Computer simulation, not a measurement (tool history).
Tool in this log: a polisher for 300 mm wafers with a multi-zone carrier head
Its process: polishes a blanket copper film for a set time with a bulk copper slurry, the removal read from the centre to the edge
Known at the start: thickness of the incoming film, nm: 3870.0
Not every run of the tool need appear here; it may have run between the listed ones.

| run | hour | flow of slurry (ml/min) | pressure of the head's centre zone | pressure of the head's middle zone | pressure of the head's edge zone | abrasive content of the slurry | polishing time (s) | film removed at the wafer's centre (angstrom) | film removed at mid-radius (angstrom) | film removed at the wafer's edge (angstrom) |
|---|---|---|---|---|---|---|---|---|---|---|
| 1 | 0.0 | 190 | 1.00 | 1.00 | 1.00 | 1.00 | 41 | 4754.5 | 4786.8 | 4687.8 |
| 2 | 7.5 | 180 | 0.99 | 1.00 | 0.95 | 0.95 | 41 | 4550.8 | 4670.8 | 4615.1 |
| 3 | 14.3 | 160 | 0.99 | 1.00 | 0.95 | 0.95 | 41 | 4348.0 | 4529.7 | 4441.7 |
| 4 | 18.1 | 160 | 0.99 | 1.07 | 0.95 | 0.95 | 41 | 4346.8 | 4765.8 | 4386.6 |
|  | 21.6 | slurry nozzle cleaned |
| 5 | 21.6 | 160 | 0.99 | 1.07 | 0.95 | 1.05 | 41 | 5217.6 | 5710.8 | 5039.3 |
| 6 | 24.3 | 160 | 0.99 | 1.07 | 1.03 | 1.05 | 41 | 5194.4 | 5716.7 | 5171.6 |
| 7 | 28.7 | 165 | 0.99 | 1.06 | 0.97 | 1.00 | 40 | 5051.3 | 5460.9 | 4989.1 |
| 8 | 32.5 | 155 | 0.99 | 1.05 | 0.92 | 1.00 | 38 | 4804.0 | 5066.1 | 4527.3 |
| 9 | 34.8 | 155 | 0.98 | 1.04 | 0.90 | 1.00 | 37 | 4630.2 | 4935.3 | 4360.7 |

Run 10 comes next. What will it give?
| 10 | 42.4 | 130 | 0.93 | 0.94 | 0.83 | 0.85 | 37 | ? | ? | ? |

{"run 10": {"film removed at the wafer's centre (angstrom)": 4006.3, "film removed at mid-radius (angstrom)": 4182.1, "film removed at the wafer's edge (angstrom)": 3929.3}}

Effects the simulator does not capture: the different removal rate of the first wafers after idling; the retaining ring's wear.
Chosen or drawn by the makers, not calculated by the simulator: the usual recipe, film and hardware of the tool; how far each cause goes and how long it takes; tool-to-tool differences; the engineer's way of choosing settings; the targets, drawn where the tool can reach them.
